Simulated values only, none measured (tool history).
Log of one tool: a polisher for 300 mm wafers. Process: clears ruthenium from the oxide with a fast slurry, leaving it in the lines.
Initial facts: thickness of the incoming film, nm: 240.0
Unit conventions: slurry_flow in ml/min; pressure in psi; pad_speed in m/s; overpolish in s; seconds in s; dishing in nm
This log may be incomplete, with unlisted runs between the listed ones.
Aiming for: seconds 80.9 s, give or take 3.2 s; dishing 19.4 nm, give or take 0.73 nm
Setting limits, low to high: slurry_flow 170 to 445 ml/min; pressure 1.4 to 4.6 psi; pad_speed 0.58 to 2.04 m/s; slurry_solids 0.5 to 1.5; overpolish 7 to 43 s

run  hour  slurry_flow  pressure  pad_speed  slurry_solids  overpolish  seconds  dishing
  1     0          285         3        1.3              1          22   52.819   69.117
  2   6.7          285         3        1.3            0.8          22   57.608   67.065
  3    11          285       2.6       1.18              1          18   67.549   50.626
  4  19.5          330       2.3        1.1           1.15          15   75.949   40.599
  5  20.1          330         2        1.1           1.15          15   87.405   36.418
  6  28.2          360       1.8        1.1           1.25          13   92.095     29.9
  7  33.1          440       1.4       1.32            1.5           7   93.207   17.411
  8    34          440       1.5       1.34            1.5           7   84.319    18.08
  9  41.4          435       1.5       1.34            1.5           7   86.635   18.296
 10  47.5          435       1.7       1.34            1.5           7   76.131   20.629

4 next moves are on the table. One of them brings every result within its allowed miss. Which?
  A  53.6          425       1.5       1.42           1.45           7        ?        ?
  B  53.6          430       2.2       1.06            1.4           7        ?        ?
  C  53.6          430       1.4       1.68            1.5           7        ?        ?
  D  53.6          430       1.6       1.44            1.5           7        ?        ?

move  seconds  dishing
   A   81.243   19.013
   B   75.696   20.291
   C   72.764   21.038
   D   74.571   20.571
A: meets every target
B: roughly where the last run was
C: further off than the last run
D: further off than the last run
Correct choice: A, which meets every target
